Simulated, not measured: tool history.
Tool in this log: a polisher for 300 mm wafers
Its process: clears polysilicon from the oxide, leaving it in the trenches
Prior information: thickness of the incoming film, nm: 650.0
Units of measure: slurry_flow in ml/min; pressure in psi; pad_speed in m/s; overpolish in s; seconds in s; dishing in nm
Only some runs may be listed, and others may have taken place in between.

run  hour  slurry_flow  pressure  pad_speed  overpolish  seconds  dishing
  1   0.0          235       2.2       0.96          13   53.523   57.316
  2   7.3          235       2.2       0.96           9   53.370   49.339
  3   9.6          235       2.3       0.96           9   51.218   51.075
  4  10.9          235       2.4       0.96           9   49.132   51.591
  5  19.7          235       2.4       0.96           7   50.004   47.233
  6  28.1          235       2.5       0.96           7   47.234   46.457

Estimate the outcome of run 7 from the log above:
  7  36.3          240       2.8       0.96           9        ?        ?

Run 7 gave seconds 42.445 s, dishing 52.277 nm.

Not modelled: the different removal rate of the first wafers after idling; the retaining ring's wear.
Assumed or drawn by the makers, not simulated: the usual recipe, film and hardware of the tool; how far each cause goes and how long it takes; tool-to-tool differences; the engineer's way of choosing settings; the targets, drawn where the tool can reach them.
